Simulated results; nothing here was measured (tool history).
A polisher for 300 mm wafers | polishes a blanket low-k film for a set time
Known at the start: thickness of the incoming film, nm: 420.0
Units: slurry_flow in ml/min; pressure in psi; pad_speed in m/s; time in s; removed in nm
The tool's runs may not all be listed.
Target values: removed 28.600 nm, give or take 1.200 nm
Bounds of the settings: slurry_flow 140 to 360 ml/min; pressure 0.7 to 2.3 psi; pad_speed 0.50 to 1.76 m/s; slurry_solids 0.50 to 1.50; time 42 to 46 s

run    day  slurry_flow  pressure  pad_speed  slurry_solids  time  removed
  1  0.000          230       1.5       1.12           1.00    46   19.615
  2  0.321          230       1.6       1.12           1.00    46   20.442
  3  0.625          230       1.7       1.12           1.00    46   22.122
  4  0.742          230       1.7       1.26           1.00    46   24.720
  5  1.050          230       1.7       0.98           1.00    46   19.671
  6  1.412          230       1.8       0.98           1.00    46   21.263
  7  1.608          230       1.9       0.98           1.00    46   22.097
  8  1.754          230       1.9       0.98           1.00    46   22.041
  9  1.817          230       2.0       0.98           1.00    46   23.583
 10  2.021          230       2.2       1.00           1.00    46   25.875
 11  2.321          230       2.2       1.00           1.00    46   25.652
 12  2.638          230       2.2       1.02           1.00    46   26.892

5 next moves are on the table. One of them brings every result within its allowed miss. Which?
  A  2.954          240       2.2       1.04           1.10    43        ?
  B  2.954          275       2.2       0.88           1.05    46        ?
  C  2.954          225       2.1       1.20           1.20    46        ?
  D  2.954          250       2.2       0.96           1.00    45        ?
  E  2.954          245       2.3       0.98           1.20    45        ?

move  removed
   A   25.740
   B   23.984
   C   30.329
   D   24.364
   E   27.879
A: the biggest miss grows against the last run
B: the biggest miss grows against the last run
C: takes the result that was furthest off past its target
D: the biggest miss grows against the last run
E: every result lands within tolerance
The right move is E.

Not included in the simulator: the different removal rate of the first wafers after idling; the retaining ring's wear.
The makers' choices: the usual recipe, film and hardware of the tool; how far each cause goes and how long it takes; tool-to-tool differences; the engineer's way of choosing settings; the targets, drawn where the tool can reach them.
